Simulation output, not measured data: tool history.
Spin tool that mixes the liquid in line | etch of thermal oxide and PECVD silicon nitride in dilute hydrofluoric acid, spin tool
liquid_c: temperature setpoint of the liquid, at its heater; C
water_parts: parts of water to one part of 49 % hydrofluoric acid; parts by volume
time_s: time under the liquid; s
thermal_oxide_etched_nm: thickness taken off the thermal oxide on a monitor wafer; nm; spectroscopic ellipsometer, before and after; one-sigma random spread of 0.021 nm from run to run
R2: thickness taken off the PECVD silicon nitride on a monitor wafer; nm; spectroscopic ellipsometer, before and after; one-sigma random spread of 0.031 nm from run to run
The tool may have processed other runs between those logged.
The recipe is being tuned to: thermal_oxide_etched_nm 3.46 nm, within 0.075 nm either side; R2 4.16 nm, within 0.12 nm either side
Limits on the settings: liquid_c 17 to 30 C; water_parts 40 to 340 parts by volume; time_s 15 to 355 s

{"run": 1, "hour": 0.0, "liquid_c": 22, "water_parts": 190, "time_s": 180, "thermal_oxide_etched_nm": 3.5949, "R2": 4.2353}
{"run": 2, "hour": 0.7, "liquid_c": 22, "water_parts": 130, "time_s": 180, "thermal_oxide_etched_nm": 5.6139, "R2": 6.1805}
{"run": 3, "hour": 2.3, "liquid_c": 22, "water_parts": 145, "time_s": 180, "thermal_oxide_etched_nm": 4.9539, "R2": 5.5182}
{"run": 4, "hour": 5.5, "liquid_c": 22, "water_parts": 155, "time_s": 185, "thermal_oxide_etched_nm": 4.6884, "R2": 5.281}
{"run": 5, "hour": 9.5, "liquid_c": 22, "water_parts": 165, "time_s": 190, "thermal_oxide_etched_nm": 4.4395, "R2": 5.1692}
{"run": 6, "hour": 17.3, "liquid_c": 21.5, "water_parts": 175, "time_s": 195, "thermal_oxide_etched_nm": 4.227, "R2": 4.852}
{"run": 7, "hour": 22.4, "liquid_c": 21.5, "water_parts": 180, "time_s": 195, "thermal_oxide_etched_nm": 4.0626, "R2": 4.68}
{"run": 8, "hour": 25.5, "liquid_c": 21.5, "water_parts": 185, "time_s": 195, "thermal_oxide_etched_nm": 3.9109, "R2": 4.5806}
{"run": 9, "hour": 26.5, "liquid_c": 21.5, "water_parts": 190, "time_s": 195, "thermal_oxide_etched_nm": 3.8314, "R2": 4.5244}
{"hour": 31.4, "done": "thermometer replaced"}
{"run": 10, "hour": 31.4, "liquid_c": 21.5, "water_parts": 195, "time_s": 195, "thermal_oxide_etched_nm": 3.8987, "R2": 4.8467}
{"run": 11, "hour": 36.9, "liquid_c": 21, "water_parts": 195, "time_s": 195, "thermal_oxide_etched_nm": 3.8632, "R2": 4.6686}
{"run": 12, "hour": 42.1, "liquid_c": 20, "water_parts": 200, "time_s": 195, "thermal_oxide_etched_nm": 3.605, "R2": 4.2038}
{"run": 13, "hour": 44.9, "liquid_c": 20.5, "water_parts": 205, "time_s": 195, "thermal_oxide_etched_nm": 3.5698, "R2": 4.3135}

Consider the 5 candidate settings below. Which is the only one whose results all fall within their allowed miss of target?
{"run": "A", "hour": 47.7, "liquid_c": 21, "water_parts": 195, "time_s": 175, "thermal_oxide_etched_nm": "?", "R2": "?"}
{"run": "B", "hour": 47.7, "liquid_c": 22, "water_parts": 200, "time_s": 180, "thermal_oxide_etched_nm": "?", "R2": "?"}
{"run": "C", "hour": 47.7, "liquid_c": 22, "water_parts": 160, "time_s": 140, "thermal_oxide_etched_nm": "?", "R2": "?"}
{"run": "D", "hour": 47.7, "liquid_c": 20.5, "water_parts": 260, "time_s": 255, "thermal_oxide_etched_nm": "?", "R2": "?"}
{"run": "E", "hour": 47.7, "liquid_c": 21, "water_parts": 145, "time_s": 130, "thermal_oxide_etched_nm": "?", "R2": "?"}

move=A thermal_oxide_etched_nm=3.4494 R2=4.1752
move=B thermal_oxide_etched_nm=3.5752 R2=4.4698
move=C thermal_oxide_etched_nm=3.6252 R2=4.3273
move=D thermal_oxide_etched_nm=3.473 R2=4.4515
move=E thermal_oxide_etched_nm=3.63 R2=4.1429
A: all results in spec
B: misses by more than the last run did
C: misses by more than the last run did
D: corrects the largest miss of the last run, while another result sits out of spec
E: misses by more than the last run did
The move that meets every target is A.

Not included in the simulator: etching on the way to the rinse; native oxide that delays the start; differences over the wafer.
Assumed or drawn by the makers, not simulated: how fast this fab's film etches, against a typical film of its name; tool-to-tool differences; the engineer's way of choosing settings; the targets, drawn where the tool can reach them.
